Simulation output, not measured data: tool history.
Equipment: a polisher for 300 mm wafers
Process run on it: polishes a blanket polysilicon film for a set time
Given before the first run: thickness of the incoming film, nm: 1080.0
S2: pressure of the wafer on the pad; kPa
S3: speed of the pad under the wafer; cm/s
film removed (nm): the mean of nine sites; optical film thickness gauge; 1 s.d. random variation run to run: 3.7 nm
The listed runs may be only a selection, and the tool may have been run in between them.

Run 1, hour 0.0: flow of slurry (ml/min) 150, S2 22.8 kPa, S3 122 cm/s, polishing time (s) 24. Result: film removed (nm) 233.11.
Run 2, hour 4.3: flow of slurry (ml/min) 150, S2 24.1 kPa, S3 122 cm/s, polishing time (s) 24. Result: film removed (nm) 241.63.
Run 3, hour 5.1: flow of slurry (ml/min) 150, S2 25.5 kPa, S3 122 cm/s, polishing time (s) 24. Result: film removed (nm) 257.32.
Run 4, hour 7.4: flow of slurry (ml/min) 150, S2 26.9 kPa, S3 122 cm/s, polishing time (s) 24. Result: film removed (nm) 270.80.
Run 5, hour 8.8: flow of slurry (ml/min) 150, S2 26.9 kPa, S3 122 cm/s, polishing time (s) 24. Result: film removed (nm) 272.90.
Run 6, hour 17.8: flow of slurry (ml/min) 150, S2 26.9 kPa, S3 122 cm/s, polishing time (s) 22. Result: film removed (nm) 248.17.

Estimate the outcome of run 7 from the log above:
Run 7, hour 22.8: flow of slurry (ml/min) 150, S2 28.3 kPa, S3 122 cm/s, polishing time (s) 22. Result: film removed (nm) ?.

{"run 7": {"film removed (nm)": 258.78}}
